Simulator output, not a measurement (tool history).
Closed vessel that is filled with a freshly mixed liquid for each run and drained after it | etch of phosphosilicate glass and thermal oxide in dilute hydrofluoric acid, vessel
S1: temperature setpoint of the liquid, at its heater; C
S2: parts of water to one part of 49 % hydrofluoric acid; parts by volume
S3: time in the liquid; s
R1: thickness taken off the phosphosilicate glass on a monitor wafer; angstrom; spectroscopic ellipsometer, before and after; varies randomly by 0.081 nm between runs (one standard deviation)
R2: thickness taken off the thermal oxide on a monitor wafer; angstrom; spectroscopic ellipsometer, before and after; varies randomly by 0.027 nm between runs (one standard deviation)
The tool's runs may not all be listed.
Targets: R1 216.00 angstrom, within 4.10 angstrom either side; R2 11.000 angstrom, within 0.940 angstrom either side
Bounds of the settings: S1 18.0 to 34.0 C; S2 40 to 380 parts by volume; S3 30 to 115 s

Run 1, hour 0.0: S1 26.0 C, S2 210 parts by volume, S3 60 s. Result: R1 233.39 angstrom, R2 11.433 angstrom.
Run 2, hour 6.8: S1 26.0 C, S2 140 parts by volume, S3 60 s. Result: R1 379.77 angstrom, R2 19.705 angstrom.
Run 3, hour 15.3: S1 24.5 C, S2 150 parts by volume, S3 60 s. Result: R1 331.89 angstrom, R2 16.170 angstrom.
Run 4, hour 21.1: S1 24.0 C, S2 160 parts by volume, S3 60 s. Result: R1 302.44 angstrom, R2 14.443 angstrom.
Run 5, hour 28.1: S1 23.5 C, S2 165 parts by volume, S3 60 s. Result: R1 284.69 angstrom, R2 14.541 angstrom.
Run 6, hour 32.3: S1 21.0 C, S2 165 parts by volume, S3 60 s. Result: R1 260.76 angstrom, R2 13.238 angstrom.
Run 7, hour 38.6: S1 20.5 C, S2 170 parts by volume, S3 60 s. Result: R1 244.95 angstrom, R2 12.633 angstrom.
Run 8, hour 44.6: S1 20.0 C, S2 170 parts by volume, S3 60 s. Result: R1 241.00 angstrom, R2 12.491 angstrom.
Run 9, hour 47.8: S1 19.5 C, S2 170 parts by volume, S3 60 s. Result: R1 235.62 angstrom, R2 11.741 angstrom.
Run 10, hour 50.6: S1 19.0 C, S2 170 parts by volume, S3 60 s. Result: R1 230.75 angstrom, R2 12.264 angstrom.

Which of these 4 next moves meets every target?
Run A, hour 53.4: S1 18.5 C, S2 180 parts by volume, S3 65 s. Result: R1 ?, R2 ?.
Run B, hour 53.4: S1 19.5 C, S2 170 parts by volume, S3 60 s. Result: R1 ?, R2 ?.
Run C, hour 53.4: S1 25.0 C, S2 165 parts by volume, S3 50 s. Result: R1 ?, R2 ?.
Run D, hour 53.4: S1 18.5 C, S2 190 parts by volume, S3 65 s. Result: R1 ?, R2 ?.

move      R1      R2
   A  228.31  11.830
   B  234.46  12.149
   C  250.09  12.959
   D  214.22  11.100
A: nearer the targets than the last run, but a result is still out of spec
B: further off than the last run
C: further off than the last run
D: every result lands within tolerance
Go with D: it meets all targets.
